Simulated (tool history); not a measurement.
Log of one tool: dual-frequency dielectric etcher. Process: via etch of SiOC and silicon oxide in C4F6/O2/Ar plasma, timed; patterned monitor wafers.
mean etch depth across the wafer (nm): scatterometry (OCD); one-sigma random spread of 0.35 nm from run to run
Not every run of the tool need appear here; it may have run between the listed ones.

| run | hour | source power (kW) | bias power (kW) | etch time (s) | mean etch depth across the wafer (nm) |
|---|---|---|---|---|---|
| 1 | 0 | 0.39 | 0.167 | 71 | 78.058 |
| 2 | 1.8 | 0.4 | 0.167 | 71 | 78.004 |
| 3 | 7.1 | 0.36 | 0.167 | 71 | 76.688 |
| 4 | 15 | 0.36 | 0.181 | 71 | 79.107 |
| 5 | 22.4 | 0.37 | 0.182 | 71 | 78.881 |
| 6 | 27.2 | 0.37 | 0.154 | 71 | 74.446 |
| 7 | 28.1 | 0.39 | 0.155 | 71 | 75.49 |

For run 8, what comes out?
| 8 | 31.8 | 0.39 | 0.155 | 71 | ? |

{"run 8": {"mean etch depth across the wafer (nm)": 75.603}}
